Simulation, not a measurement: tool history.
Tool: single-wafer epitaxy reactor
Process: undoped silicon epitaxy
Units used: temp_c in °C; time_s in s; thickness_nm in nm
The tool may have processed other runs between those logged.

{"run": 1, "hour": 0.0, "temp_c": 640, "time_s": 499, "thickness_nm": 78.442}
{"run": 2, "hour": 1.7, "temp_c": 647, "time_s": 499, "thickness_nm": 92.845}
{"run": 3, "hour": 8.8, "temp_c": 647, "time_s": 563, "thickness_nm": 105.11}
{"run": 4, "hour": 12.9, "temp_c": 638, "time_s": 532, "thickness_nm": 79.974}
{"run": 5, "hour": 16.7, "temp_c": 638, "time_s": 580, "thickness_nm": 87.145}
{"run": 6, "hour": 20.5, "temp_c": 638, "time_s": 520, "thickness_nm": 78.085}
{"run": 7, "hour": 21.4, "temp_c": 632, "time_s": 501, "thickness_nm": 64.918}

Run 8 comes next. What will it give?
{"run": 8, "hour": 22.7, "temp_c": 628, "time_s": 490, "thickness_nm": "?"}

thickness_nm: 57.479 nm

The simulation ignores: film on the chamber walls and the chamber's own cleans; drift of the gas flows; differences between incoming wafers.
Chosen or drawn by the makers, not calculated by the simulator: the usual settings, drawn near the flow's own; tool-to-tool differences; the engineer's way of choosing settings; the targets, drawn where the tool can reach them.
